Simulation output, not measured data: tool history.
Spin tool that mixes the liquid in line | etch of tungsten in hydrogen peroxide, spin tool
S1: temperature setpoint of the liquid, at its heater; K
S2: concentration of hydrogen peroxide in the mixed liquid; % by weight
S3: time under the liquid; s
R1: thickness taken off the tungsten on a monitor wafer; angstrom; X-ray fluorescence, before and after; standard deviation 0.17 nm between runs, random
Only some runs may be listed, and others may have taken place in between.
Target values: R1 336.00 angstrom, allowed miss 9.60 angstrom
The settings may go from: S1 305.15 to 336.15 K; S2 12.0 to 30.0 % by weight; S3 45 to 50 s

run 1 hour=0.0 | S1=320.15 S2=23.0 S3=45 | R1=575.29
run 2 hour=4.0 | S1=316.15 S2=23.0 S3=45 | R1=451.90
run 3 hour=9.9 | S1=316.15 S2=23.0 S3=50 | R1=495.37
run 4 hour=17.0 | S1=313.15 S2=23.0 S3=50 | R1=408.06
run 5 hour=22.7 | S1=313.15 S2=23.0 S3=45 | R1=366.52
run 6 hour=30.3 | S1=313.15 S2=23.0 S3=50 | R1=412.55
run 7 hour=33.3 | S1=312.15 S2=23.0 S3=50 | R1=388.93
run 8 hour=37.9 | S1=311.65 S2=23.0 S3=50 | R1=369.52
run 9 hour=41.4 | S1=311.15 S2=23.0 S3=50 | R1=363.30
run 10 hour=49.1 | S1=310.65 S2=23.0 S3=50 | R1=350.81

4 candidate next runs follow, results not yet known. Just one meets every target within its allowed miss. Identify it.
run A hour=56.8 | S1=312.65 S2=20.5 S3=45 | R1=?
run B hour=56.8 | S1=313.15 S2=23.0 S3=45 | R1=?
run C hour=56.8 | S1=311.15 S2=23.5 S3=50 | R1=?
run D hour=56.8 | S1=311.15 S2=24.5 S3=50 | R1=?

move=A R1=339.86
move=B R1=371.92
move=C R1=366.42
move=D R1=374.13
A: all results land within tolerance of their targets
B: moves away from the targets compared with the last run
C: moves away from the targets compared with the last run
D: moves away from the targets compared with the last run
Move A is the one to make.
